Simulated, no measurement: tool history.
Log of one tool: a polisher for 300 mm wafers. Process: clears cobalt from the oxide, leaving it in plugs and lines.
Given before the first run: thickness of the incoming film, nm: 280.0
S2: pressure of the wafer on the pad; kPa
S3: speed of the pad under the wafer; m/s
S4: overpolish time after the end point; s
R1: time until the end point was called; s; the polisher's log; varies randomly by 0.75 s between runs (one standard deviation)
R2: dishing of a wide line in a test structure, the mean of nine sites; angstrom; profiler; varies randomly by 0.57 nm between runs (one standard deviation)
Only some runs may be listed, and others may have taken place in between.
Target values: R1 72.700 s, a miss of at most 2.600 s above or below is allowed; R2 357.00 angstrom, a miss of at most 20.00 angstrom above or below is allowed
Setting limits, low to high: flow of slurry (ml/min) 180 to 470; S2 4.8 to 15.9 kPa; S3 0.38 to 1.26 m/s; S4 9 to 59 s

Run 1, hour 0.0: flow of slurry (ml/min) 300, S2 10.3 kPa, S3 0.82 m/s, S4 30 s. Result: R1 94.570 s, R2 435.67 angstrom.
Run 2, hour 1.8: flow of slurry (ml/min) 300, S2 11.0 kPa, S3 0.82 m/s, S4 26 s. Result: R1 87.210 s, R2 407.23 angstrom.
Run 3, hour 2.5: flow of slurry (ml/min) 300, S2 11.0 kPa, S3 0.92 m/s, S4 26 s. Result: R1 80.056 s, R2 444.75 angstrom.
Run 4, hour 5.1: flow of slurry (ml/min) 300, S2 13.1 kPa, S3 0.92 m/s, S4 26 s. Result: R1 68.320 s, R2 486.39 angstrom.
Run 5, hour 13.8: flow of slurry (ml/min) 230, S2 13.1 kPa, S3 0.92 m/s, S4 26 s. Result: R1 69.488 s, R2 455.90 angstrom.
Run 6, hour 16.5: flow of slurry (ml/min) 180, S2 13.1 kPa, S3 0.92 m/s, S4 26 s. Result: R1 71.431 s, R2 467.82 angstrom.
Run 7, hour 19.3: flow of slurry (ml/min) 185, S2 13.1 kPa, S3 0.92 m/s, S4 23 s. Result: R1 72.923 s, R2 451.07 angstrom.
Run 8, hour 24.3: flow of slurry (ml/min) 220, S2 13.1 kPa, S3 0.92 m/s, S4 20 s. Result: R1 69.633 s, R2 404.87 angstrom.
Run 9, hour 31.1: flow of slurry (ml/min) 220, S2 13.1 kPa, S3 0.92 m/s, S4 19 s. Result: R1 70.478 s, R2 402.42 angstrom.
Run 10, hour 35.1: flow of slurry (ml/min) 220, S2 13.1 kPa, S3 0.92 m/s, S4 18 s. Result: R1 69.313 s, R2 379.67 angstrom.

Below are 5 possible settings for the next run. Only one of them brings all results inside the allowed miss of their targets. Which is it?
Run A, hour 39.1: flow of slurry (ml/min) 255, S2 11.7 kPa, S3 1.10 m/s, S4 15 s. Result: R1 ?, R2 ?.
Run B, hour 39.1: flow of slurry (ml/min) 290, S2 14.5 kPa, S3 0.72 m/s, S4 17 s. Result: R1 ?, R2 ?.
Run C, hour 39.1: flow of slurry (ml/min) 255, S2 14.5 kPa, S3 0.78 m/s, S4 16 s. Result: R1 ?, R2 ?.
Run D, hour 39.1: flow of slurry (ml/min) 205, S2 12.4 kPa, S3 0.88 m/s, S4 21 s. Result: R1 ?, R2 ?.
Run E, hour 39.1: flow of slurry (ml/min) 205, S2 11.7 kPa, S3 1.12 m/s, S4 19 s. Result: R1 ?, R2 ?.

move      R1      R2
   A  66.589  355.16
   B  79.260  345.32
   C  74.650  344.97
   D  79.810  388.37
   E  67.318  402.40
A: further off than the last run
B: takes the biggest miss from the last run beyond its target
C: all results in spec
D: takes the biggest miss from the last run beyond its target
E: further off than the last run
The move that meets every target is C.

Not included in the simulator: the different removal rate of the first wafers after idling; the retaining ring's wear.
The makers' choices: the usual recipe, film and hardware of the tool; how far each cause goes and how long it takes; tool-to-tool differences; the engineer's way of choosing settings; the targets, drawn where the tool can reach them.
